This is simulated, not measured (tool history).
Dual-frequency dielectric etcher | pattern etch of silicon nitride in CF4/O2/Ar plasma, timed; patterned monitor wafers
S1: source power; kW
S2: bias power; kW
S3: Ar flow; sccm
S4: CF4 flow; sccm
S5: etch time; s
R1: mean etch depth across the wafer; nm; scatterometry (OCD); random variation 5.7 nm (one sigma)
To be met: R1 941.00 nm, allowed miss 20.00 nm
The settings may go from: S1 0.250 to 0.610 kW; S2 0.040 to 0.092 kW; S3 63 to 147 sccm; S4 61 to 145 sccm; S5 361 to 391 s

Run 1, day 0.000: S1 0.430 kW, S2 0.066 kW, S3 105 sccm, S4 103 sccm, S5 391 s. Result: R1 733.60 nm.
Run 2, day 0.125: S1 0.430 kW, S2 0.066 kW, S3 105 sccm, S4 103 sccm, S5 361 s. Result: R1 679.30 nm.
Run 3, day 0.462: S1 0.430 kW, S2 0.066 kW, S3 111 sccm, S4 103 sccm, S5 361 s. Result: R1 676.58 nm.
Run 4, day 0.542: S1 0.370 kW, S2 0.066 kW, S3 111 sccm, S4 103 sccm, S5 361 s. Result: R1 573.19 nm.
Run 5, day 0.617: S1 0.370 kW, S2 0.066 kW, S3 111 sccm, S4 95 sccm, S5 361 s. Result: R1 568.84 nm.
Run 6, day 0.808: S1 0.420 kW, S2 0.066 kW, S3 111 sccm, S4 95 sccm, S5 361 s. Result: R1 657.28 nm.
Run 7, day 1.046: S1 0.450 kW, S2 0.066 kW, S3 111 sccm, S4 95 sccm, S5 361 s. Result: R1 697.37 nm.
Run 8, day 1.292: S1 0.480 kW, S2 0.066 kW, S3 111 sccm, S4 95 sccm, S5 361 s. Result: R1 750.01 nm.
Run 9, day 1.479: S1 0.570 kW, S2 0.067 kW, S3 111 sccm, S4 95 sccm, S5 361 s. Result: R1 892.06 nm.
Run 10, day 1.633: S1 0.580 kW, S2 0.067 kW, S3 111 sccm, S4 95 sccm, S5 361 s. Result: R1 919.28 nm.

4 next moves are on the table. One of them brings every result within its allowed miss. Which?
Run A, day 1.788: S1 0.570 kW, S2 0.067 kW, S3 114 sccm, S4 90 sccm, S5 384 s. Result: R1 ?.
Run B, day 1.788: S1 0.610 kW, S2 0.069 kW, S3 129 sccm, S4 67 sccm, S5 382 s. Result: R1 ?.
Run C, day 1.788: S1 0.530 kW, S2 0.070 kW, S3 108 sccm, S4 73 sccm, S5 382 s. Result: R1 ?.
Run D, day 1.788: S1 0.600 kW, S2 0.076 kW, S3 113 sccm, S4 98 sccm, S5 365 s. Result: R1 ?.

move       R1
   A   947.81
   B   984.49
   C   887.32
   D  1003.40
A: meets every target
B: takes the result that was furthest off past its target
C: further off than the last run
D: takes the result that was furthest off past its target
Move A is the one to make.

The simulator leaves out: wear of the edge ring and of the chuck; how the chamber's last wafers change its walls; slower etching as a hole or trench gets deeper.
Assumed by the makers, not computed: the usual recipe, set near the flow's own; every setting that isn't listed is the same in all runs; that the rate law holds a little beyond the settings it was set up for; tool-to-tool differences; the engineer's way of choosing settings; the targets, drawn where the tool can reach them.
